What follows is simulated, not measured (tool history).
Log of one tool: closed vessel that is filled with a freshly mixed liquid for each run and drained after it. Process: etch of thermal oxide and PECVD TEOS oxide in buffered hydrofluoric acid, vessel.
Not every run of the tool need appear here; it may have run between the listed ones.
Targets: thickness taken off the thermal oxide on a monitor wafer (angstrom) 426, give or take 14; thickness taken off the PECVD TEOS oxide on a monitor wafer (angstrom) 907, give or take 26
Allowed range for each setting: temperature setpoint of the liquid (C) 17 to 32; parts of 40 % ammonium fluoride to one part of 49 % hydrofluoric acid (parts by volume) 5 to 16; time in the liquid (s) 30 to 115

run,day,temperature setpoint of the liquid (C),parts of 40 % ammonium fluoride to one part of 49 % hydrofluoric acid (parts by volume),time in the liquid (s),thickness taken off the thermal oxide on a monitor wafer (angstrom),thickness taken off the PECVD TEOS oxide on a monitor wafer (angstrom)
1,0,25,9.5,60,735.48,1566.2
2,0.038,23.5,10,60,654.99,1410.7
3,0.246,22.5,10.5,60,580.75,1258.6
4,0.517,22.5,12,60,514.45,1092
5,0.6,24,12,60,573.36,1203.2
6,0.925,23,12,60,528.04,1144.7
7,0.962,22.5,12,60,518.94,1105.2
8,1.292,22,12,60,503.35,1075.6
9,1.65,21.5,12,60,483.47,1060.2
10,1.996,21.5,12.5,60,480.94,1011.3

Exactly one of the 4 candidate moves below puts every result within its allowed miss. Which one?
A,2.342,22.5,12.5,55,?,?
B,2.342,24,12,45,?,?
C,2.342,23,12,65,?,?
D,2.342,22,15,60,?,?

move,thickness taken off the thermal oxide on a monitor wafer (angstrom),thickness taken off the PECVD TEOS oxide on a monitor wafer (angstrom)
A,460.19,970.83
B,425.45,897.54
C,581.8,1227.4
D,408.37,861.5
A: an improvement on the last run, though not all results are within tolerance
B: all results in spec
C: misses by more than the last run did
D: takes the result that was furthest off past its target
The right move is B.
